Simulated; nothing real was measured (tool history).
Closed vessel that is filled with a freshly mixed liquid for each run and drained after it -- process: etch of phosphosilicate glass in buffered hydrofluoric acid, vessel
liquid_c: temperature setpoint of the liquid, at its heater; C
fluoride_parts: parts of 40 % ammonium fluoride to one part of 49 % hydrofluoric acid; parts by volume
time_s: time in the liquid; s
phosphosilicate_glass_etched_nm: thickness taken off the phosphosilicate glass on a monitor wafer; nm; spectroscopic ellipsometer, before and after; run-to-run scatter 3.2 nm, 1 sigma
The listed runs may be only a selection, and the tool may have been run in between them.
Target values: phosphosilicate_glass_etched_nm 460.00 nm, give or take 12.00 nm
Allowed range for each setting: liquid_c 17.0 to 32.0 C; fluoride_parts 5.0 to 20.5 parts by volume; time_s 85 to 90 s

run,day,liquid_c,fluoride_parts,time_s,phosphosilicate_glass_etched_nm
1,0.000,24.0,12.5,85,224.18
2,0.342,20.5,12.5,85,185.14
3,0.696,22.0,12.5,85,199.61
4,1.050,25.0,11.5,85,257.58
5,1.308,27.0,11.0,85,298.94
6,1.358,27.0,14.0,85,234.83
7,1.462,28.5,12.5,85,284.84
8,1.571,32.0,8.5,85,483.07

Below are 5 possible settings for the next run. Only one of them brings all results inside the allowed miss of their targets. Which is it?
A,1.679,32.0,9.0,90,?
B,1.679,32.0,8.5,90,?
C,1.679,30.0,8.5,85,?
D,1.679,31.0,8.5,85,?
E,1.679,31.5,9.5,85,?

move,phosphosilicate_glass_etched_nm
A,485.10
B,516.10
C,439.23
D,462.78
E,431.56
A: the biggest miss grows against the last run
B: the biggest miss grows against the last run
C: the result that was furthest off in the last run now lies on the other side of its target
D: every result lands within tolerance
E: the result that was furthest off in the last run now lies on the other side of its target
Correct choice: D, which meets every target
